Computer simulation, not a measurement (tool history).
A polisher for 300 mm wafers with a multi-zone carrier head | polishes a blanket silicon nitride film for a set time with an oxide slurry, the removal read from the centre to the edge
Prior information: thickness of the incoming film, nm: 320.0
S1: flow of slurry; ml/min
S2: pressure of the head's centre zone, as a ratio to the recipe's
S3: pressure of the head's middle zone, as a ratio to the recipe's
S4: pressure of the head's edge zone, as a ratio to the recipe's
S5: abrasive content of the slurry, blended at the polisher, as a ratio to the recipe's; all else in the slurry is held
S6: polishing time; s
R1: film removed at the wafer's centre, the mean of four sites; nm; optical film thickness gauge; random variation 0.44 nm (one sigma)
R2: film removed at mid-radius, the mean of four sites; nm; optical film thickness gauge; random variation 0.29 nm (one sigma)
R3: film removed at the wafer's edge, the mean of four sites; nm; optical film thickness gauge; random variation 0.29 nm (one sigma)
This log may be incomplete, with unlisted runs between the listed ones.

run	day	S1	S2	S3	S4	S5	S6	R1	R2	R3
1	0.000	285	1.00	1.00	1.00	1.00	79	74.088	72.340	73.799
2	0.092	285	1.00	1.00	1.00	1.00	70	65.837	64.491	64.862
3	0.275	280	0.99	0.95	0.95	0.85	70	59.876	57.979	60.240
4	0.429	280	0.99	0.95	0.95	0.65	70	52.755	50.191	52.597
5	0.596	270	1.01	0.93	0.92	0.60	70	50.750	47.452	49.723
6	0.929	270	1.01	0.93	0.92	0.50	70	47.082	43.863	45.176
7	1.288	295	1.02	0.93	0.94	0.50	70	47.662	43.789	45.970

Expected results for the next run?
8	1.512	295	1.04	0.93	0.96	0.50	70	?	?	?

Logged for run 8: R1 49.632 nm, R2 43.758 nm, R3 46.452 nm.
